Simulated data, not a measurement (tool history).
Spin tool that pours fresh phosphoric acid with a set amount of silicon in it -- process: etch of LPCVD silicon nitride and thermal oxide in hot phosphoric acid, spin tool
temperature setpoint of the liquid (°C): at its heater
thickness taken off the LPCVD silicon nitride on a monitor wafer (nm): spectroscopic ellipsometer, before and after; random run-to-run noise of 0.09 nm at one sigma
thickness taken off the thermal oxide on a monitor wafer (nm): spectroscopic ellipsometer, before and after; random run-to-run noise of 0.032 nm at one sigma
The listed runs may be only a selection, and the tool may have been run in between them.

| run | day | temperature setpoint of the liquid (°C) | silicon dissolved in the acid as it is poured (mg a litre) | time under the liquid (s) | thickness taken off the LPCVD silicon nitride on a monitor wafer (nm) | thickness taken off the thermal oxide on a monitor wafer (nm) |
|---|---|---|---|---|---|---|
| 1 | 0 | 160 | 27 | 180 | 14.298 | 0.26795 |
| 2 | 0.096 | 160 | 27 | 105 | 8.4276 | 0.1328 |
| 3 | 0.304 | 160 | 27 | 160 | 12.829 | 0.2212 |
| 4 | 0.367 | 160 | 21.5 | 160 | 12.893 | 0.25404 |
| 5 | 0.404 | 161 | 22.5 | 165 | 13.777 | 0.28535 |
| 6 | 0.667 | 161 | 8 | 165 | 13.61 | 0.46095 |
| 7 | 0.725 | 162 | 13.5 | 165 | 14.198 | 0.34022 |
| 8 | 0.879 | 163 | 13 | 165 | 14.561 | 0.39108 |
| 9 | 1.154 | 165 | 24.5 | 180 | 16.915 | 0.39598 |
| 10 | 1.392 | 165 | 25.5 | 180 | 17.099 | 0.34069 |

What will run 11 give?
| 11 | 1.692 | 164.5 | 25 | 180 | ? | ? |

{"run 11": {"thickness taken off the LPCVD silicon nitride on a monitor wafer (nm)": 16.548, "thickness taken off the thermal oxide on a monitor wafer (nm)": 0.37587}}

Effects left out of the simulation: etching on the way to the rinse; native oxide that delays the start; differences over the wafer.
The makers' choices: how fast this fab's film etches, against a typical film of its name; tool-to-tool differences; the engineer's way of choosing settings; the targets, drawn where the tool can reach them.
